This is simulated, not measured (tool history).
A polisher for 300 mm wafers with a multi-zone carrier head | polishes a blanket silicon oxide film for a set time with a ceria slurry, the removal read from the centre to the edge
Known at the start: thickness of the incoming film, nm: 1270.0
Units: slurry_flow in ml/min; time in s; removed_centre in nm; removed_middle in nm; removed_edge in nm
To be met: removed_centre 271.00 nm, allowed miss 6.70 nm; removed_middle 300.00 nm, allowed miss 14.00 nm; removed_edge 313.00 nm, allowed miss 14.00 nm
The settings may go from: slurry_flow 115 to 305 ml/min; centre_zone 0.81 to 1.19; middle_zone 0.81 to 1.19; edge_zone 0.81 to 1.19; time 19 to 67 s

run  hour  slurry_flow  centre_zone  middle_zone  edge_zone  time  removed_centre  removed_middle  removed_edge
  1   0.0          195         1.00         1.00       1.00    43          232.00          236.95        239.99
  2   6.2          195         1.00         1.00       0.92    43          234.61          232.61        221.93
  3  10.6          195         1.00         1.00       0.96    43          228.98          235.55        229.99
  4  14.8          195         1.00         0.93       0.96    43          231.96          224.35        233.32
  5  16.4          195         1.00         0.96       0.96    43          230.81          226.97        236.97
  6  22.7          195         1.00         0.96       0.96    48          258.75          249.71        262.14
  7  26.4          205         1.00         0.98       0.98    48          263.01          262.56        260.84
  8  30.7          205         1.00         0.99       1.01    48          260.28          264.64        266.29
  9  39.5          210         1.00         0.99       1.04    48          262.84          258.57        268.38
 10  43.2          200         0.99         1.00       1.05    49          263.16          263.33        275.11
 11  50.0          200         0.98         1.01       1.07    50          263.48          273.68        287.30
 12  54.3          200         0.98         1.02       1.08    50          264.65          278.54        281.18
 13  60.0          200         0.97         1.02       1.09    51          266.50          286.76        292.19
 14  61.4          200         0.97         1.02       1.10    51          267.87          282.95        300.23
 15  68.4          200         0.97         1.03       1.11    51          268.51          285.82        299.72
 16  75.0          200         0.97         1.04       1.12    51          269.04          284.19        289.03
 17  83.6          200         0.96         1.04       1.12    51          265.45          287.65        301.40

5 next moves are on the table. One of them brings every result within its allowed miss. Which?
  A  92.2          200         0.94         0.98       1.07    50               ?               ?             ?
  B  92.2          235         0.88         0.97       1.15    51               ?               ?             ?
  C  92.2          170         0.92         0.96       1.19    51               ?               ?             ?
  D  92.2          155         0.97         1.06       1.18    54               ?               ?             ?
  E  92.2          195         0.91         1.04       1.18    52               ?               ?             ?

move  removed_centre  removed_middle  removed_edge
   A          257.58          270.69        285.04
   B          255.82          280.19        306.88
   C          250.21          263.79        300.81
   D          270.86          298.04        312.45
   E          259.98          294.81        310.47
A: further off than the last run
B: further off than the last run
C: further off than the last run
D: meets every target
E: brings the result that was furthest off to its target, and leaves another outside
Move D is the one to make.
